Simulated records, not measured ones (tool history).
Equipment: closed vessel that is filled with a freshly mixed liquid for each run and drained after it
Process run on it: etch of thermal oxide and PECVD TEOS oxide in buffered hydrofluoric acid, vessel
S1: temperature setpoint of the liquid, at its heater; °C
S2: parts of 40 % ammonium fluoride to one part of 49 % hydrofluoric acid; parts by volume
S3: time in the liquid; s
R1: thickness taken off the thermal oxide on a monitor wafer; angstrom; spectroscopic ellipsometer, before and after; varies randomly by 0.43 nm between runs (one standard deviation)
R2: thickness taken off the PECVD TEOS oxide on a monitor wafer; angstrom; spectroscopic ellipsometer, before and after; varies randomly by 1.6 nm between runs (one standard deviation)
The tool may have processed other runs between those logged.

run	day	S1	S2	S3	R1	R2
1	0.000	21.0	14.0	60	380.02	932.13
2	0.192	21.0	12.5	60	429.45	1031.40
3	0.417	24.5	12.5	60	518.61	1242.70
4	0.500	24.5	12.5	45	389.77	937.78
5	0.708	26.0	11.0	45	473.20	1123.70
6	0.900	26.0	13.0	45	399.62	979.11
7	1.000	27.0	11.5	45	483.60	1156.10
8	1.350	27.5	10.5	45	539.56	1301.80
9	1.596	29.0	8.0	45	734.42	1751.90

Estimate the outcome of run 10 from the log above:
# day 1.725: hydrofluoric acid flow meter replaced
10	1.725	27.5	8.0	45	?	?

For run 10 the tool returned R1 774.83 angstrom, R2 1904.50 angstrom.

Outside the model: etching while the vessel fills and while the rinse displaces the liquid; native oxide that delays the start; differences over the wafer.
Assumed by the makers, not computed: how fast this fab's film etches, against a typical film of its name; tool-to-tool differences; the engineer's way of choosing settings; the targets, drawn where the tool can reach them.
